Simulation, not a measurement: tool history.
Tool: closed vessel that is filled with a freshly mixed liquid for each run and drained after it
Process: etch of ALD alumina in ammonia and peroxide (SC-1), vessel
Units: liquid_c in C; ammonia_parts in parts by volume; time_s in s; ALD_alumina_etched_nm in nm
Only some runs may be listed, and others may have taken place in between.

run	hour	liquid_c	ammonia_parts	time_s	ALD_alumina_etched_nm
1	0.0	50.0	0.75	70	4.1862
2	2.7	50.0	0.95	70	4.2494
3	9.1	55.5	0.95	70	5.6769
4	14.0	55.5	1.15	70	5.8217
5	22.1	55.5	1.00	70	5.6939
6	28.7	55.5	1.20	70	5.8258
7	30.5	47.5	1.15	70	3.7672

For run 8, what comes out?
8	32.5	46.5	1.15	70	?

{"run 8": {"ALD_alumina_etched_nm": 3.5714}}
